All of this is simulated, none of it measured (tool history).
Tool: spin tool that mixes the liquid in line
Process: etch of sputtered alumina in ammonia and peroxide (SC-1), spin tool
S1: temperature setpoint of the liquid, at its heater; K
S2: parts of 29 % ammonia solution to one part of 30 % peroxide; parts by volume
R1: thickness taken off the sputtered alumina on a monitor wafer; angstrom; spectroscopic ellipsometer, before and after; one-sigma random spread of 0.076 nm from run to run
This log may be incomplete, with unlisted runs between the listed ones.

Run 1, day 0.000: S1 329.15 K, S2 0.75 parts by volume, time under the liquid (s) 300. Result: R1 157.95 angstrom.
Run 2, day 0.238: S1 329.15 K, S2 0.75 parts by volume, time under the liquid (s) 300. Result: R1 158.61 angstrom.
Run 3, day 0.288: S1 328.15 K, S2 0.75 parts by volume, time under the liquid (s) 300. Result: R1 151.29 angstrom.
Run 4, day 0.425: S1 327.65 K, S2 0.75 parts by volume, time under the liquid (s) 300. Result: R1 144.87 angstrom.
Run 5, day 0.679: S1 327.15 K, S2 0.75 parts by volume, time under the liquid (s) 300. Result: R1 142.40 angstrom.
Run 6, day 0.888: S1 321.65 K, S2 0.75 parts by volume, time under the liquid (s) 300. Result: R1 106.37 angstrom.
Run 7, day 1.183: S1 322.15 K, S2 0.75 parts by volume, time under the liquid (s) 300. Result: R1 108.30 angstrom.

Run 8, settings as shown, results not yet in. Your forecast:
Run 8, day 1.450: S1 324.65 K, S2 0.75 parts by volume, time under the liquid (s) 300. Result: R1 ?.

R1: 124.84 angstrom

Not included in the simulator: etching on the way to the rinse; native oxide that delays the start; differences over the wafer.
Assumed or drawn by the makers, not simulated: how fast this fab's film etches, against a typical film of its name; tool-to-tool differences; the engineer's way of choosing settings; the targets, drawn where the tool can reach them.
